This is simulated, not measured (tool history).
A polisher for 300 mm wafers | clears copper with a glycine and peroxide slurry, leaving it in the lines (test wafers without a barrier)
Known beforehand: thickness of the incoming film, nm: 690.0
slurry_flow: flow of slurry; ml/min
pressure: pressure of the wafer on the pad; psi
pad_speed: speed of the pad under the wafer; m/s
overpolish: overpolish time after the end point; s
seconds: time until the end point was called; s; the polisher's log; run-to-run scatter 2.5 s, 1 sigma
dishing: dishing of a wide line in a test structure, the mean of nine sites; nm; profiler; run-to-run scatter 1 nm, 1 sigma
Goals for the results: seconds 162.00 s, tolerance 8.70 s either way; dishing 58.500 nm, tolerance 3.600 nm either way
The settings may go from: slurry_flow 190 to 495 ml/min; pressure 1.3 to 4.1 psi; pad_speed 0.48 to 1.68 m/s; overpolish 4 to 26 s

run	hour	slurry_flow	pressure	pad_speed	overpolish	seconds	dishing
1	0.0	320	2.7	1.08	13	141.90	39.946
2	3.1	320	2.6	1.08	15	147.81	41.911
3	9.8	320	2.6	1.06	17	153.47	46.951
4	12.0	320	2.6	1.06	18	150.57	48.512
5	19.7	320	3.2	1.06	18	121.65	56.257
6	26.1	320	2.8	1.06	18	143.13	48.800
7	30.5	320	2.8	1.06	19	139.87	54.440
# hour 34.9: head pressure recalibrated
8	34.9	320	2.7	1.06	20	138.20	56.176
9	40.1	320	2.6	1.06	21	143.33	55.467
10	48.4	320	2.5	1.06	22	149.34	56.088
11	50.1	320	2.5	1.06	23	144.34	58.504
12	52.7	320	2.4	1.06	24	150.64	58.320

Exactly one of the 4 candidate moves below puts every result within its allowed miss. Which one?
A	55.3	265	1.9	1.40	24	?	?
B	55.3	335	2.5	1.12	22	?	?
C	55.3	335	2.6	1.10	23	?	?
D	55.3	320	2.4	0.96	25	?	?

move	seconds	dishing
A	144.86	58.782
B	136.66	59.772
C	134.28	62.313
D	160.54	58.832
A: further off than the last run
B: further off than the last run
C: further off than the last run
D: every result lands within tolerance
The right move is D.

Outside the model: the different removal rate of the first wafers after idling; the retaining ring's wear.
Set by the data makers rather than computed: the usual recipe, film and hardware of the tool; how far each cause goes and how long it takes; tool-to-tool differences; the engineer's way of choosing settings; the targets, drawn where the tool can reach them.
